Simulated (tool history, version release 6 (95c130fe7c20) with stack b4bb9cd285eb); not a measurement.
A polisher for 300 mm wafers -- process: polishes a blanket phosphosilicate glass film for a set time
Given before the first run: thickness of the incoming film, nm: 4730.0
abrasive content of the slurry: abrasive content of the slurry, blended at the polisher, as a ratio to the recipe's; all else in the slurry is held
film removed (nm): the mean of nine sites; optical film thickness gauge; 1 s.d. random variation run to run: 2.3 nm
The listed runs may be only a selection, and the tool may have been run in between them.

run,hour,flow of slurry (ml/min),pressure of the wafer on the pad (kPa),speed of the pad under the wafer (cm/s),abrasive content of the slurry,polishing time (s),film removed (nm)
1,0.0,295,22.8,108,1.0,45,361.13
2,6.3,295,19.3,108,1.0,45,325.21
3,9.0,295,17.2,104,1.0,45,280.65
4,10.4,295,17.2,126,1.0,45,323.89
5,17.1,320,17.2,126,1.0,45,330.47
6,25.0,315,15.2,120,1.0,45,285.79
7,28.2,315,13.8,116,1.0,45,253.20

What does the tool deliver on the next run?
8,32.5,315,13.1,116,1.0,45,?

Run 8 gave film removed (nm) 249.99.
